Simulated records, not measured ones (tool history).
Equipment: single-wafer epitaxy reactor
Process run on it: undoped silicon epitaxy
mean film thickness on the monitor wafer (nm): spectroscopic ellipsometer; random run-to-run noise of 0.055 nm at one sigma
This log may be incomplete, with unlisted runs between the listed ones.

run,day,wafer temperature setpoint (pyrometer-controlled) (deg C),deposition time (s),mean film thickness on the monitor wafer (nm)
1,0,635,272,29.923
2,0.179,632,272,27.836
3,0.271,632,255,26.063
4,0.567,632,271,27.832
5,0.771,632,249,25.466
6,1.05,632,277,28.286
7,1.171,630,277,27.155

The next listed run, before its measurement:
8,1.538,628,277,?

{"run 8": {"mean film thickness on the monitor wafer (nm)": 25.934}}
